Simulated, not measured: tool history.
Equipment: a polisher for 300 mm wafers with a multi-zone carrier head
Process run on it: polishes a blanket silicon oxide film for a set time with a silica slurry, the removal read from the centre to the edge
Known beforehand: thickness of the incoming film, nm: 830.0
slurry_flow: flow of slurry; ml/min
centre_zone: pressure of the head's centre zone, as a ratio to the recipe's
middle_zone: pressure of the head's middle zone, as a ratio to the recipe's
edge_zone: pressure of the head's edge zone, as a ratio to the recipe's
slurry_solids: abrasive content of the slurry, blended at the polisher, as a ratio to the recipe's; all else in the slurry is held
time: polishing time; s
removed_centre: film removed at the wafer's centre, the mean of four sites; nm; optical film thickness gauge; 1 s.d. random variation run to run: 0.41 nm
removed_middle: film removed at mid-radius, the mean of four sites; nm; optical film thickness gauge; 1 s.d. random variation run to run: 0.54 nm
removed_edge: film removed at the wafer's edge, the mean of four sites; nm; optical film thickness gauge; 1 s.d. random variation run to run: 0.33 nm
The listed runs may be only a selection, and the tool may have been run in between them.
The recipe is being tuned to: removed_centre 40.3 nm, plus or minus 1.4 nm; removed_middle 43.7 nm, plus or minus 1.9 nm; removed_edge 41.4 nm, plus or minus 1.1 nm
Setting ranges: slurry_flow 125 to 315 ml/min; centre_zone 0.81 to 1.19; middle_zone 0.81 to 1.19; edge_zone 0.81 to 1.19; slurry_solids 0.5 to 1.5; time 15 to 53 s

{"run": 1, "hour": 0.0, "slurry_flow": 205, "centre_zone": 1, "middle_zone": 1, "edge_zone": 1, "slurry_solids": 1, "time": 34, "removed_centre": 98.15, "removed_middle": 92.402, "removed_edge": 92.423}
{"run": 2, "hour": 8.8, "slurry_flow": 200, "centre_zone": 0.97, "middle_zone": 1, "edge_zone": 0.97, "slurry_solids": 0.9, "time": 31, "removed_centre": 79.856, "removed_middle": 80.415, "removed_edge": 79.46}
{"run": 3, "hour": 16.6, "slurry_flow": 200, "centre_zone": 0.97, "middle_zone": 1, "edge_zone": 0.97, "slurry_solids": 0.9, "time": 39, "removed_centre": 101.28, "removed_middle": 103.73, "removed_edge": 98.135}
{"run": 4, "hour": 24.4, "slurry_flow": 195, "centre_zone": 0.97, "middle_zone": 1, "edge_zone": 0.94, "slurry_solids": 0.8, "time": 35, "removed_centre": 83.969, "removed_middle": 86.37, "removed_edge": 82.556}
{"run": 5, "hour": 33.4, "slurry_flow": 195, "centre_zone": 0.97, "middle_zone": 1, "edge_zone": 0.94, "slurry_solids": 0.7, "time": 35, "removed_centre": 78.543, "removed_middle": 81.169, "removed_edge": 76.198}
{"run": 6, "hour": 35.3, "slurry_flow": 195, "centre_zone": 0.97, "middle_zone": 0.94, "edge_zone": 0.94, "slurry_solids": 0.7, "time": 35, "removed_centre": 80.409, "removed_middle": 79.062, "removed_edge": 77.075}
{"run": 7, "hour": 43.5, "slurry_flow": 190, "centre_zone": 0.96, "middle_zone": 0.95, "edge_zone": 0.92, "slurry_solids": 0.65, "time": 32, "removed_centre": 68.85, "removed_middle": 68.539, "removed_edge": 67.813}
{"run": 8, "hour": 49.5, "slurry_flow": 190, "centre_zone": 0.96, "middle_zone": 0.97, "edge_zone": 0.9, "slurry_solids": 0.6, "time": 29, "removed_centre": 60.528, "removed_middle": 60.419, "removed_edge": 56.741}
{"run": 9, "hour": 51.6, "slurry_flow": 180, "centre_zone": 0.94, "middle_zone": 0.96, "edge_zone": 0.89, "slurry_solids": 0.6, "time": 28, "removed_centre": 56.064, "removed_middle": 56.192, "removed_edge": 54.488}
{"run": 10, "hour": 56.3, "slurry_flow": 175, "centre_zone": 0.92, "middle_zone": 0.96, "edge_zone": 0.87, "slurry_solids": 0.6, "time": 27, "removed_centre": 51.83, "removed_middle": 54.687, "removed_edge": 51.966}
{"run": 11, "hour": 63.0, "slurry_flow": 170, "centre_zone": 0.91, "middle_zone": 0.96, "edge_zone": 0.86, "slurry_solids": 0.6, "time": 26, "removed_centre": 49.181, "removed_middle": 52.504, "removed_edge": 50.401}
{"run": 12, "hour": 64.1, "slurry_flow": 170, "centre_zone": 0.91, "middle_zone": 0.96, "edge_zone": 0.85, "slurry_solids": 0.6, "time": 25, "removed_centre": 47.718, "removed_middle": 51.142, "removed_edge": 47.081}
{"run": 13, "hour": 70.0, "slurry_flow": 165, "centre_zone": 0.9, "middle_zone": 0.95, "edge_zone": 0.84, "slurry_solids": 0.6, "time": 25, "removed_centre": 47.055, "removed_middle": 50.446, "removed_edge": 46.727}
{"run": 14, "hour": 76.3, "slurry_flow": 160, "centre_zone": 0.89, "middle_zone": 0.94, "edge_zone": 0.84, "slurry_solids": 0.6, "time": 25, "removed_centre": 45.395, "removed_middle": 48.774, "removed_edge": 46.051}
{"run": 15, "hour": 80.0, "slurry_flow": 155, "centre_zone": 0.89, "middle_zone": 0.94, "edge_zone": 0.83, "slurry_solids": 0.6, "time": 25, "removed_centre": 45.323, "removed_middle": 48.436, "removed_edge": 46.565}
{"run": 16, "hour": 83.3, "slurry_flow": 160, "centre_zone": 0.89, "middle_zone": 0.94, "edge_zone": 0.83, "slurry_solids": 0.6, "time": 25, "removed_centre": 46.015, "removed_middle": 49.584, "removed_edge": 46.185}
{"run": 17, "hour": 85.8, "slurry_flow": 160, "centre_zone": 0.88, "middle_zone": 0.93, "edge_zone": 0.83, "slurry_solids": 0.6, "time": 25, "removed_centre": 44.943, "removed_middle": 47.798, "removed_edge": 46.773}

Which one of the following 5 next-run settings gets every result inside its allowed miss? There is exactly one.
{"run": "A", "hour": 88.3, "slurry_flow": 140, "centre_zone": 0.89, "middle_zone": 0.93, "edge_zone": 0.81, "slurry_solids": 0.6, "time": 25, "removed_centre": "?", "removed_middle": "?", "removed_edge": "?"}
{"run": "B", "hour": 88.3, "slurry_flow": 170, "centre_zone": 0.91, "middle_zone": 0.98, "edge_zone": 0.81, "slurry_solids": 0.65, "time": 20, "removed_centre": "?", "removed_middle": "?", "removed_edge": "?"}
{"run": "C", "hour": 88.3, "slurry_flow": 155, "centre_zone": 0.82, "middle_zone": 0.86, "edge_zone": 0.84, "slurry_solids": 0.55, "time": 25, "removed_centre": "?", "removed_middle": "?", "removed_edge": "?"}
{"run": "D", "hour": 88.3, "slurry_flow": 190, "centre_zone": 0.86, "middle_zone": 0.92, "edge_zone": 0.81, "slurry_solids": 0.6, "time": 22, "removed_centre": "?", "removed_middle": "?", "removed_edge": "?"}
{"run": "E", "hour": 88.3, "slurry_flow": 135, "centre_zone": 0.98, "middle_zone": 0.87, "edge_zone": 0.83, "slurry_solids": 0.55, "time": 26, "removed_centre": "?", "removed_middle": "?", "removed_edge": "?"}

move=A removed_centre=44.791 removed_middle=47.167 removed_edge=45.092
move=B removed_centre=40.252 removed_middle=42.827 removed_edge=38.899
move=C removed_centre=40.199 removed_middle=43.329 removed_edge=44.281
move=D removed_centre=40.847 removed_middle=43.825 removed_edge=41.505
move=E removed_centre=48.234 removed_middle=43.954 removed_edge=44.761
A: closer than the last run, but not yet in spec
B: carries the result that was furthest off beyond its target, to the other side
C: closer than the last run, but not yet in spec
D: all results in spec
E: the biggest miss grows against the last run
So the answer is move D, the one that meets all the targets.

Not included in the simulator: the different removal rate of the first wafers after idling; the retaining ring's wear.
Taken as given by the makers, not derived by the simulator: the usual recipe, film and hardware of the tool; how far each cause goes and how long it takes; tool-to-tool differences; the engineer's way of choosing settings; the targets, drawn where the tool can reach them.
